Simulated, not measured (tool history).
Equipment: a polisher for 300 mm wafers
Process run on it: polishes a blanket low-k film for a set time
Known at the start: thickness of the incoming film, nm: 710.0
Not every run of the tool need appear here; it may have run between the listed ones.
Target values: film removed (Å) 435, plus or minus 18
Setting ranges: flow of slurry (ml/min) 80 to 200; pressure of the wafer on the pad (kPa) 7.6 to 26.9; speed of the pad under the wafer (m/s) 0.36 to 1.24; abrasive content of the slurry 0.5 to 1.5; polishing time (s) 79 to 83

| run | hour | flow of slurry (ml/min) | pressure of the wafer on the pad (kPa) | speed of the pad under the wafer (m/s) | abrasive content of the slurry | polishing time (s) | film removed (Å) |
|---|---|---|---|---|---|---|---|
| 1 | 0 | 130 | 17.2 | 0.8 | 1 | 79 | 274.62 |
| 2 | 5 | 105 | 17.2 | 0.8 | 1 | 79 | 261.42 |
| 3 | 6.6 | 105 | 17.2 | 0.8 | 1 | 79 | 257.56 |
| 4 | 14.8 | 105 | 17.2 | 0.8 | 1 | 83 | 270.94 |
| 5 | 16 | 105 | 17.2 | 0.8 | 1.1 | 83 | 282.69 |
|  | 25 | slurry nozzle cleaned |
| 6 | 25 | 105 | 17.2 | 0.8 | 1 | 83 | 286.93 |
| 7 | 28.8 | 110 | 18.6 | 0.8 | 1 | 83 | 311.19 |
| 8 | 37.8 | 120 | 19.3 | 0.8 | 1 | 83 | 318.34 |
| 9 | 46.7 | 125 | 20 | 0.8 | 1 | 83 | 348.93 |
| 10 | 48.5 | 130 | 20.7 | 0.8 | 1 | 83 | 357.69 |
| 11 | 49.5 | 135 | 21.4 | 0.8 | 1 | 83 | 376.84 |
| 12 | 51.3 | 140 | 21.4 | 0.8 | 1 | 83 | 374.65 |
| 13 | 59.7 | 140 | 22.1 | 0.8 | 1 | 83 | 385.99 |
| 14 | 63.9 | 145 | 22.1 | 0.8 | 1 | 83 | 373.64 |
| 15 | 72.6 | 145 | 22.8 | 0.8 | 1 | 83 | 402.24 |
| 16 | 81.4 | 145 | 23.4 | 0.8 | 1 | 83 | 403.35 |
| 17 | 89.3 | 150 | 23.4 | 0.8 | 1 | 83 | 411.13 |

Of the 5 settings listed for the next run, only one would bring every result within its allowed miss of target. Which one?
| A | 97.2 | 160 | 24.1 | 0.72 | 1 | 83 | ? |
| B | 97.2 | 135 | 25.5 | 0.86 | 0.85 | 83 | ? |
| C | 97.2 | 160 | 21.4 | 0.84 | 1.15 | 79 | ? |
| D | 97.2 | 140 | 23.4 | 0.78 | 1 | 80 | ? |
| E | 97.2 | 140 | 26.9 | 0.68 | 1 | 82 | ? |

| move | film removed (Å) |
|---|---|
| A | 391.25 |
| B | 428.26 |
| C | 398.03 |
| D | 381.57 |
| E | 398.03 |
A: its largest miss is bigger than the last run's
B: every result lands within tolerance
C: its largest miss is bigger than the last run's
D: its largest miss is bigger than the last run's
E: its largest miss is bigger than the last run's
The move that meets every target is B.
